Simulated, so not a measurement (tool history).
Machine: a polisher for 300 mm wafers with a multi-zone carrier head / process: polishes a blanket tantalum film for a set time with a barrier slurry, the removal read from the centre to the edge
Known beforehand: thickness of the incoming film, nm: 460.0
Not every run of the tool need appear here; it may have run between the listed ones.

run,day,flow of slurry (ml/min),pressure of the head's centre zone,pressure of the head's middle zone,pressure of the head's edge zone,abrasive content of the slurry,polishing time (s),film removed at the wafer's centre (angstrom),film removed at mid-radius (angstrom),film removed at the wafer's edge (angstrom)
1,0,190,1,1,1,1,49,505.62,484.11,477.39
2,0.288,190,1,1,0.97,1,49,502.96,482.05,472.68
3,0.442,230,1,1,0.97,1,49,522.74,499.98,488.15
4,0.8,240,1.01,1,1,1.1,49,539.74,520.87,517.28
5,0.967,240,1.01,1,0.94,1.1,49,549.35,516.71,501.06
6,1.325,245,1.03,1,0.96,1.15,49,574.37,529.53,513.83

Estimate the outcome of run 7 from the log above:
7,1.538,250,1.03,1,0.98,1.2,49,?,?,?

{"run 7": {"film removed at the wafer's centre (angstrom)": 562.28, "film removed at mid-radius (angstrom)": 547.84, "film removed at the wafer's edge (angstrom)": 521.53}}
